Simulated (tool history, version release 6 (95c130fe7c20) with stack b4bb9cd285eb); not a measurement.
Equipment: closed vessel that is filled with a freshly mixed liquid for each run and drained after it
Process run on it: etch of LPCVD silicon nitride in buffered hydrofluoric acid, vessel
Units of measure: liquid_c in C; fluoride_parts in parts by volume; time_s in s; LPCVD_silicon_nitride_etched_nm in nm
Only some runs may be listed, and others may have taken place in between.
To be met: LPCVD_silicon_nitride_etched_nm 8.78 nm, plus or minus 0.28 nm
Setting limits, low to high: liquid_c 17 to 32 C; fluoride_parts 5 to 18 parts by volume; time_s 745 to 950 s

run  hour  liquid_c  fluoride_parts  time_s  LPCVD_silicon_nitride_etched_nm
  1     0        24              11     950                           11.751
  2   2.1      23.5              11     950                            11.35
  3   9.6      23.5              11     950                           11.582
  4  17.8        23              11     950                           11.146
  5  21.3      20.5              11     950                             9.89
  6  25.5      20.5              11     745                           7.6648
  7  34.4      21.5              11     745                           8.0691
  8    42        22              11     745                            8.326

Pick the move, out of 5, that brings all results within their allowed miss; only one does.
  A  49.6        22            10.5     810                                ?
  B  49.6        25            14.5     805                                ?
  C  49.6        21             9.5     805                                ?
  D  49.6        22              10     760                                ?
  E  49.6        22            10.5     750                                ?

move  LPCVD_silicon_nitride_etched_nm
   A                           9.4679
   B                           8.0871
   C                           9.6419
   D                           9.3155
   E                           8.7666
A: takes the biggest miss from the last run beyond its target
B: the biggest miss grows against the last run
C: takes the biggest miss from the last run beyond its target
D: takes the biggest miss from the last run beyond its target
E: all results land within tolerance of their targets
Correct choice: E, which meets every target

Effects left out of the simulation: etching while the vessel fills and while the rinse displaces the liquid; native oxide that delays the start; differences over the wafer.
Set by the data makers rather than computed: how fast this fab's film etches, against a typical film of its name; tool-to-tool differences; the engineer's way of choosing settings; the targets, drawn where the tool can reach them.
